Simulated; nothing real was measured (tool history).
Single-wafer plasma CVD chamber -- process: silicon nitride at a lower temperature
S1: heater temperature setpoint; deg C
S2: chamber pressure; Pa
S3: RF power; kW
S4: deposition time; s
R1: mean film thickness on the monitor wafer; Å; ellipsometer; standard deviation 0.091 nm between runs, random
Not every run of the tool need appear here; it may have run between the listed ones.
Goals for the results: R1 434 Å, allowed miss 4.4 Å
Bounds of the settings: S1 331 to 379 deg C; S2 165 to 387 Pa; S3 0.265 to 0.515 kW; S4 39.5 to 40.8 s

run  hour   S1   S2     S3    S4      R1
  1     0  355  276   0.39  39.5  543.89
  2     4  355  244  0.365  39.5  493.11
  3   9.5  355  293  0.365  39.5  517.01
  4  14.6  355  293  0.365  40.8  532.09
  5  16.5  355  259   0.35  40.8   496.7
  6  20.3  355  232  0.345  40.8  474.16
  7  23.4  355  213  0.345  40.8  465.28
  8  26.5  355  200  0.345  40.8  456.84
  9  33.2  355  191  0.345  40.8  450.67
 10  41.2  355  184  0.345  40.8   445.7
 11  47.3  355  179  0.345  40.8  444.61
 12  53.2  355  175  0.345  40.8  442.58
 13  54.6  355  172  0.345  40.8  438.58

Next run, 5 choices. One meets every target within its allowed miss, the rest don't. Which?
  A    56  344  165  0.365  39.5   ?
  B    56  349  181   0.34  40.2   ?
  C    56  355  176   0.35  40.8   ?
  D    56  352  165  0.365  39.5   ?
  E    56  361  165  0.365  39.5   ?

move      R1
   A  448.22
   B  433.82
   C  449.33
   D   446.7
   E  444.94
A: misses by more than the last run did
B: every result lands within tolerance
C: misses by more than the last run did
D: misses by more than the last run did
E: misses by more than the last run did
Go with B: it meets all targets.
